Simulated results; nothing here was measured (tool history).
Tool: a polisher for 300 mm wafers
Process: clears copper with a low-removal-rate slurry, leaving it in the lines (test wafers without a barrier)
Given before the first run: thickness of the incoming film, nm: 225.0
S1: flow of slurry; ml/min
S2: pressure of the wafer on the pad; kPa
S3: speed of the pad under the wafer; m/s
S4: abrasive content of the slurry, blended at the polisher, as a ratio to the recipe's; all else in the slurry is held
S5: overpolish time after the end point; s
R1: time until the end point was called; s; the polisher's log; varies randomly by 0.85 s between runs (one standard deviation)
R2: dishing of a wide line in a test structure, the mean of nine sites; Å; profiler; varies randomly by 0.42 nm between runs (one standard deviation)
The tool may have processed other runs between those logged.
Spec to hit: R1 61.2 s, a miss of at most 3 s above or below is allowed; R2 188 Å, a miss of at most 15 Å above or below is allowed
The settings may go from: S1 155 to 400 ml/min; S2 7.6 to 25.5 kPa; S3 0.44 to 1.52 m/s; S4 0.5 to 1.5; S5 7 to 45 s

{"run": 1, "hour": 0.0, "S1": 255, "S2": 16.5, "S3": 0.98, "S4": 1, "S5": 23, "R1": 91, "R2": 343.23}
{"run": 2, "hour": 1.3, "S1": 255, "S2": 16.5, "S3": 1.06, "S4": 1, "S5": 19, "R1": 89.328, "R2": 328.03}
{"run": 3, "hour": 7.2, "S1": 295, "S2": 18.6, "S3": 0.92, "S4": 1.15, "S5": 16, "R1": 82.619, "R2": 292.82}
{"run": 4, "hour": 7.9, "S1": 325, "S2": 20.7, "S3": 0.82, "S4": 1.25, "S5": 14, "R1": 82.538, "R2": 281.5}
{"run": 5, "hour": 9.6, "S1": 325, "S2": 17.2, "S3": 0.82, "S4": 1.25, "S5": 14, "R1": 98.123, "R2": 234.71}
{"run": 6, "hour": 14.6, "S1": 345, "S2": 17.2, "S3": 0.9, "S4": 1.3, "S5": 12, "R1": 88.731, "R2": 215.77}
{"hour": 21.1, "done": "worn pad replaced by a new one"}
{"run": 7, "hour": 21.1, "S1": 360, "S2": 17.2, "S3": 1, "S4": 1.35, "S5": 11, "R1": 74.541, "R2": 231.34}
{"run": 8, "hour": 26.7, "S1": 370, "S2": 16.5, "S3": 1.06, "S4": 1.4, "S5": 10, "R1": 71.611, "R2": 227.72}
{"run": 9, "hour": 29.2, "S1": 370, "S2": 16.5, "S3": 1.06, "S4": 1.4, "S5": 10, "R1": 73.537, "R2": 220.8}
{"run": 10, "hour": 35.0, "S1": 380, "S2": 15.9, "S3": 1.14, "S4": 1.45, "S5": 9, "R1": 69.523, "R2": 208.63}
{"run": 11, "hour": 38.6, "S1": 380, "S2": 15.9, "S3": 1.14, "S4": 1.45, "S5": 9, "R1": 68.99, "R2": 204.6}

Below are 4 possible settings for the next run. Only one of them brings all results inside the allowed miss of their targets. Which is it?
{"run": "A", "hour": 42.2, "S1": 400, "S2": 15.9, "S3": 1.32, "S4": 1.5, "S5": 7, "R1": "?", "R2": "?"}
{"run": "B", "hour": 42.2, "S1": 400, "S2": 15.9, "S3": 1.22, "S4": 1.4, "S5": 9, "R1": "?", "R2": "?"}
{"run": "C", "hour": 42.2, "S1": 335, "S2": 12.4, "S3": 1.2, "S4": 1.5, "S5": 13, "R1": "?", "R2": "?"}
{"run": "D", "hour": 42.2, "S1": 390, "S2": 13.1, "S3": 1.1, "S4": 1.5, "S5": 12, "R1": "?", "R2": "?"}

move=A R1=62.586 R2=191.4
move=B R1=68.524 R2=221.15
move=C R1=87.479 R2=242.97
move=D R1=88.944 R2=224.12
A: all results land within tolerance of their targets
B: nearer than the last run, and not there yet
C: misses by more than the last run did
D: misses by more than the last run did
A meets every target.
